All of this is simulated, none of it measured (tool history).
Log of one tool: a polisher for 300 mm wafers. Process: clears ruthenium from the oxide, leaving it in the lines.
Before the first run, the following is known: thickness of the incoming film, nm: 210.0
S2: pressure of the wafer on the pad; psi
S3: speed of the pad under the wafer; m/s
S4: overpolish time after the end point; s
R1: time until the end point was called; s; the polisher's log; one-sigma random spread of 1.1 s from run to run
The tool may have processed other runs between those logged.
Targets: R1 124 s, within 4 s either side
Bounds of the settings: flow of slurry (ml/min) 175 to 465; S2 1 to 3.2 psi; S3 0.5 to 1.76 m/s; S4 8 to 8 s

Run 1, hour 0: flow of slurry (ml/min) 295, S2 2.1 psi, S3 1.12 m/s, S4 8 s. Result: R1 181.26 s.
Run 2, hour 7.1: flow of slurry (ml/min) 295, S2 2.1 psi, S3 1.4 m/s, S4 8 s. Result: R1 153.93 s.
Run 3, hour 12.6: flow of slurry (ml/min) 295, S2 2.2 psi, S3 1.4 m/s, S4 8 s. Result: R1 147.57 s.
Run 4, hour 20.3: flow of slurry (ml/min) 295, S2 2.3 psi, S3 1.4 m/s, S4 8 s. Result: R1 143.88 s.
Run 5, hour 27.9: flow of slurry (ml/min) 295, S2 2.4 psi, S3 1.4 m/s, S4 8 s. Result: R1 141.2 s.
Run 6, hour 34.4: flow of slurry (ml/min) 295, S2 2.5 psi, S3 1.4 m/s, S4 8 s. Result: R1 134.16 s.
Run 7, hour 36.3: flow of slurry (ml/min) 295, S2 2.6 psi, S3 1.4 m/s, S4 8 s. Result: R1 131.64 s.
Run 8, hour 42.7: flow of slurry (ml/min) 295, S2 2.6 psi, S3 1.4 m/s, S4 8 s. Result: R1 129.95 s.

5 candidate next runs follow, results not yet known. Just one meets every target within its allowed miss. Identify it.
Run A, hour 49.1: flow of slurry (ml/min) 290, S2 2.5 psi, S3 1.28 m/s, S4 8 s. Result: R1 ?.
Run B, hour 49.1: flow of slurry (ml/min) 340, S2 2.8 psi, S3 1.34 m/s, S4 8 s. Result: R1 ?.
Run C, hour 49.1: flow of slurry (ml/min) 350, S2 2.3 psi, S3 1.5 m/s, S4 8 s. Result: R1 ?.
Run D, hour 49.1: flow of slurry (ml/min) 275, S2 2.4 psi, S3 1.48 m/s, S4 8 s. Result: R1 ?.
Run E, hour 49.1: flow of slurry (ml/min) 265, S2 2.5 psi, S3 1.28 m/s, S4 8 s. Result: R1 ?.

move      R1
   A  141.79
   B  123.08
   C  133.18
   D  132.91
   E  143.17
A: the biggest miss grows against the last run
B: hits every target within its allowed miss
C: the biggest miss grows against the last run
D: the biggest miss grows against the last run
E: the biggest miss grows against the last run
The move that meets every target is B.

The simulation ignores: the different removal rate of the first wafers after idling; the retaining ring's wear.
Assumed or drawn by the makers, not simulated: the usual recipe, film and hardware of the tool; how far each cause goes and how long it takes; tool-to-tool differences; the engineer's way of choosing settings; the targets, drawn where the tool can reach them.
